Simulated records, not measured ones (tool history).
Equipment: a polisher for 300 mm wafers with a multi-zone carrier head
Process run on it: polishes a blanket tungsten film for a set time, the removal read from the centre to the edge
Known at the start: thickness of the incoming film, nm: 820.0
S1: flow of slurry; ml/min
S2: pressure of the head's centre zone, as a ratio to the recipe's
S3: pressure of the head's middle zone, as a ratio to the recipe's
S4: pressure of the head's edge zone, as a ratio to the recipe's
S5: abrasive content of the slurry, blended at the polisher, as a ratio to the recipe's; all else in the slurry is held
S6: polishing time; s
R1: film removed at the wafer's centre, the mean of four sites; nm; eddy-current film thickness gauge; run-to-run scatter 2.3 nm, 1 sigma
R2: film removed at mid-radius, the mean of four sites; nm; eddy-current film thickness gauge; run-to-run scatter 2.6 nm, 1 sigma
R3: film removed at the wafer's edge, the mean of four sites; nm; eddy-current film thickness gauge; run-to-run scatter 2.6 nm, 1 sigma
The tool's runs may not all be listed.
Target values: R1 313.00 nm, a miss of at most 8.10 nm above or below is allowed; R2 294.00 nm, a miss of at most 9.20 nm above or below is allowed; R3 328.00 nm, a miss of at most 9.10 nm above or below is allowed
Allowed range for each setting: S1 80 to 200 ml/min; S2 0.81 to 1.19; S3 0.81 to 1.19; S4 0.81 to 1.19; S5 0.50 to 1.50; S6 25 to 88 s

{"run": 1, "hour": 0.0, "S1": 130, "S2": 1.0, "S3": 1.0, "S4": 1.0, "S5": 1.0, "S6": 56, "R1": 266.24, "R2": 245.75, "R3": 243.72}
{"run": 2, "hour": 8.0, "S1": 140, "S2": 0.99, "S3": 0.99, "S4": 1.05, "S5": 1.1, "S6": 57, "R1": 280.41, "R2": 262.27, "R3": 267.44}
{"run": 3, "hour": 14.4, "S1": 140, "S2": 0.99, "S3": 0.99, "S4": 0.98, "S5": 1.1, "S6": 57, "R1": 280.56, "R2": 256.41, "R3": 255.57}
{"run": 4, "hour": 22.6, "S1": 140, "S2": 0.95, "S3": 0.99, "S4": 0.98, "S5": 1.1, "S6": 57, "R1": 273.39, "R2": 259.65, "R3": 255.85}
{"run": 5, "hour": 29.5, "S1": 140, "S2": 0.95, "S3": 0.92, "S4": 0.98, "S5": 1.1, "S6": 57, "R1": 272.09, "R2": 246.08, "R3": 257.32}
{"run": 6, "hour": 30.4, "S1": 140, "S2": 0.88, "S3": 0.92, "S4": 0.98, "S5": 1.1, "S6": 57, "R1": 256.8, "R2": 245.6, "R3": 253.97}
{"run": 7, "hour": 37.0, "S1": 150, "S2": 0.89, "S3": 0.92, "S4": 1.03, "S5": 1.2, "S6": 57, "R1": 268.62, "R2": 254.15, "R3": 270.61}
{"run": 8, "hour": 44.0, "S1": 155, "S2": 0.9, "S3": 0.93, "S4": 1.06, "S5": 1.25, "S6": 57, "R1": 275.63, "R2": 262.49, "R3": 279.19}
{"run": 9, "hour": 46.2, "S1": 160, "S2": 0.91, "S3": 0.93, "S4": 1.09, "S5": 1.3, "S6": 57, "R1": 280.2, "R2": 265.2, "R3": 289.09}
{"run": 10, "hour": 48.5, "S1": 195, "S2": 0.96, "S3": 0.97, "S4": 1.19, "S5": 1.5, "S6": 57, "R1": 320.5, "R2": 291.8, "R3": 315.9}

4 next moves are on the table. One of them brings every result within its allowed miss. Which?
{"run": "A", "hour": 50.8, "S1": 200, "S2": 1.02, "S3": 0.99, "S4": 1.16, "S5": 1.5, "S6": 56, "R1": "?", "R2": "?", "R3": "?"}
{"run": "B", "hour": 50.8, "S1": 185, "S2": 0.96, "S3": 0.94, "S4": 1.19, "S5": 1.5, "S6": 60, "R1": "?", "R2": "?", "R3": "?"}
{"run": "C", "hour": 50.8, "S1": 190, "S2": 0.92, "S3": 0.94, "S4": 1.19, "S5": 1.5, "S6": 59, "R1": "?", "R2": "?", "R3": "?"}
{"run": "D", "hour": 50.8, "S1": 200, "S2": 0.99, "S3": 0.96, "S4": 1.16, "S5": 0.85, "S6": 65, "R1": "?", "R2": "?", "R3": "?"}

move=A R1=327.86 R2=297.54 R3=311.30
move=B R1=329.92 R2=302.98 R3=335.22
move=C R1=315.05 R2=299.25 R3=330.66
move=D R1=321.28 R2=291.93 R3=312.69
A: its largest miss is bigger than the last run's
B: brings the last run's worst result on target, with another outside its allowed miss
C: every result lands within tolerance
D: its largest miss is bigger than the last run's
Answer: C
